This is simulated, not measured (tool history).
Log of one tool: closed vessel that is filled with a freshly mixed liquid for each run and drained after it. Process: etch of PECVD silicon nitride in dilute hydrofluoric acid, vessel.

| run | day | temperature setpoint of the liquid (C) | parts of water to one part of 49 % hydrofluoric acid (parts by volume) | time in the liquid (s) | thickness taken off the PECVD silicon nitride on a monitor wafer (angstrom) |
|---|---|---|---|---|---|
| 1 | 0 | 23 | 240 | 90 | 17.923 |
| 2 | 0.188 | 23 | 240 | 90 | 17.904 |
| 3 | 0.254 | 23 | 240 | 45 | 8.9106 |
| 4 | 0.362 | 24 | 215 | 45 | 10.519 |
| 5 | 0.717 | 23 | 190 | 50 | 12.629 |
| 6 | 1.054 | 22 | 170 | 55 | 14.386 |
| 7 | 1.104 | 21 | 150 | 60 | 16.717 |
| 8 | 1.421 | 20.5 | 135 | 65 | 19.442 |
| 9 | 1.579 | 20 | 125 | 65 | 20.178 |
| 10 | 1.683 | 19.5 | 115 | 65 | 20.898 |
| 11 | 1.938 | 19 | 105 | 65 | 22.411 |
| 12 | 2.217 | 18.5 | 100 | 65 | 22.599 |
| 13 | 2.512 | 18.5 | 95 | 65 | 23.679 |
| 14 | 2.825 | 18.5 | 90 | 65 | 25.142 |
| 15 | 3.062 | 17.5 | 80 | 65 | 26.235 |
| 16 | 3.371 | 17 | 75 | 65 | 26.731 |
| 17 | 3.454 | 17 | 70 | 65 | 28.909 |
| 18 | 3.571 | 17.5 | 70 | 65 | 29.944 |

The next listed run, before its measurement:
| 19 | 3.825 | 18 | 75 | 65 | ? |

{"run 19": {"thickness taken off the PECVD silicon nitride on a monitor wafer (angstrom)": 28.654}}

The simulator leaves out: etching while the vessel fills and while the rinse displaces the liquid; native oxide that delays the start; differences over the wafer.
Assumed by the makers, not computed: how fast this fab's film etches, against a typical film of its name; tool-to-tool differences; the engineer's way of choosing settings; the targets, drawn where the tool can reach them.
